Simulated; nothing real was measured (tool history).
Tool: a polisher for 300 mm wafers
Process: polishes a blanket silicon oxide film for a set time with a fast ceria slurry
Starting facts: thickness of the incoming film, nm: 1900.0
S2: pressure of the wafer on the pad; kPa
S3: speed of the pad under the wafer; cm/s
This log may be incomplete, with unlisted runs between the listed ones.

run 1 hour=0 | flow_of_slurry_(ml/min)=195 S2=11.7 S3=100 polishing_time_(s)=24 | film_removed_(angstrom)=2613.3
run 2 hour=7 | flow_of_slurry_(ml/min)=195 S2=11.7 S3=100 polishing_time_(s)=21 | film_removed_(angstrom)=2255
run 3 hour=15.4 | flow_of_slurry_(ml/min)=195 S2=11.7 S3=100 polishing_time_(s)=24 | film_removed_(angstrom)=2586
run 4 hour=17.6 | flow_of_slurry_(ml/min)=195 S2=13.1 S3=100 polishing_time_(s)=24 | film_removed_(angstrom)=2957.8
run 5 hour=26 | flow_of_slurry_(ml/min)=195 S2=15.2 S3=100 polishing_time_(s)=24 | film_removed_(angstrom)=3446.8
run 6 hour=34 | flow_of_slurry_(ml/min)=195 S2=15.2 S3=100 polishing_time_(s)=24 | film_removed_(angstrom)=3403.9
run 7 hour=37.7 | flow_of_slurry_(ml/min)=195 S2=14.5 S3=100 polishing_time_(s)=24 | film_removed_(angstrom)=3157
run 8 hour=45.1 | flow_of_slurry_(ml/min)=195 S2=13.8 S3=100 polishing_time_(s)=24 | film_removed_(angstrom)=3075.9
run 9 hour=53.3 | flow_of_slurry_(ml/min)=195 S2=13.1 S3=100 polishing_time_(s)=24 | film_removed_(angstrom)=2897.2

For run 10, what comes out?
run 10 hour=61.9 | flow_of_slurry_(ml/min)=195 S2=12.4 S3=100 polishing_time_(s)=24 | film_removed_(angstrom)=?

{"run 10": {"film removed (angstrom)": 2849.8}}
